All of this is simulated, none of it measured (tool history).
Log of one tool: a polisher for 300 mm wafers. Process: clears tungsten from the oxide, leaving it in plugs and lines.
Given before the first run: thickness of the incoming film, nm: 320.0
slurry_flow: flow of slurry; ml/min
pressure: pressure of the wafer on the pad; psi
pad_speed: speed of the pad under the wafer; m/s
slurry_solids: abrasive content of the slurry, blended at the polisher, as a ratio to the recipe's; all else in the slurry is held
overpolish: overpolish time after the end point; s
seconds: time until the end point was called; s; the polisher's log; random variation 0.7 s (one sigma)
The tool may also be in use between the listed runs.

Run 1, hour 0: slurry_flow 230 ml/min, pressure 3.2 psi, pad_speed 0.9 m/s, slurry_solids 1, overpolish 15 s. Result: seconds 99.797 s.
Run 2, hour 1: slurry_flow 230 ml/min, pressure 3.2 psi, pad_speed 0.9 m/s, slurry_solids 1, overpolish 15 s. Result: seconds 98.729 s.
Run 3, hour 1.8: slurry_flow 230 ml/min, pressure 3.6 psi, pad_speed 0.94 m/s, slurry_solids 1, overpolish 15 s. Result: seconds 83.225 s.
Run 4, hour 2.7: slurry_flow 230 ml/min, pressure 3.6 psi, pad_speed 0.94 m/s, slurry_solids 1, overpolish 15 s. Result: seconds 85.285 s.
Run 5, hour 4.5: slurry_flow 180 ml/min, pressure 3.6 psi, pad_speed 0.94 m/s, slurry_solids 1, overpolish 15 s. Result: seconds 89.635 s.
Run 6, hour 12.4: slurry_flow 180 ml/min, pressure 3.6 psi, pad_speed 0.94 m/s, slurry_solids 0.9, overpolish 15 s. Result: seconds 88.288 s.
Run 7, hour 16.7: slurry_flow 185 ml/min, pressure 3.9 psi, pad_speed 0.98 m/s, slurry_solids 0.9, overpolish 15 s. Result: seconds 78.659 s.

Run 8 has not been measured yet. What should we expect?
Run 8, hour 23: slurry_flow 190 ml/min, pressure 4.1 psi, pad_speed 1.02 m/s, slurry_solids 0.9, overpolish 15 s. Result: seconds ?.

Run 8 measured seconds 72.47 s.
